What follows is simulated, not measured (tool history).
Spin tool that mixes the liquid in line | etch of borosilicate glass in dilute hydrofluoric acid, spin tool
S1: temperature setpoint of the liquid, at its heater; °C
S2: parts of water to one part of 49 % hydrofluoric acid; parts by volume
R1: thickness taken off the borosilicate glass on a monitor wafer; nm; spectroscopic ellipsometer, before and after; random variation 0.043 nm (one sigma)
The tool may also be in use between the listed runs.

{"run": 1, "hour": 0.0, "S1": 24, "S2": 120, "time under the liquid (s)": 95, "R1": 13.589}
{"run": 2, "hour": 6.7, "S1": 22.5, "S2": 135, "time under the liquid (s)": 95, "R1": 11.279}
{"run": 3, "hour": 13.8, "S1": 22.5, "S2": 105, "time under the liquid (s)": 95, "R1": 15.083}
{"run": 4, "hour": 17.4, "S1": 21.5, "S2": 125, "time under the liquid (s)": 95, "R1": 11.94}
{"run": 5, "hour": 19.1, "S1": 21.5, "S2": 125, "time under the liquid (s)": 75, "R1": 9.3781}
{"run": 6, "hour": 19.8, "S1": 21.5, "S2": 85, "time under the liquid (s)": 75, "R1": 14.287}
{"run": 7, "hour": 22.4, "S1": 20.5, "S2": 105, "time under the liquid (s)": 75, "R1": 10.952}
{"run": 8, "hour": 25.8, "S1": 19.5, "S2": 115, "time under the liquid (s)": 75, "R1": 9.3843}
{"run": 9, "hour": 31.5, "S1": 19, "S2": 125, "time under the liquid (s)": 75, "R1": 8.4108}
{"run": 10, "hour": 39.1, "S1": 18.5, "S2": 135, "time under the liquid (s)": 75, "R1": 7.683}

The next listed run, before its measurement:
{"run": 11, "hour": 45.5, "S1": 17, "S2": 175, "time under the liquid (s)": 75, "R1": "?"}

Run 11 gave R1 5.3636 nm.
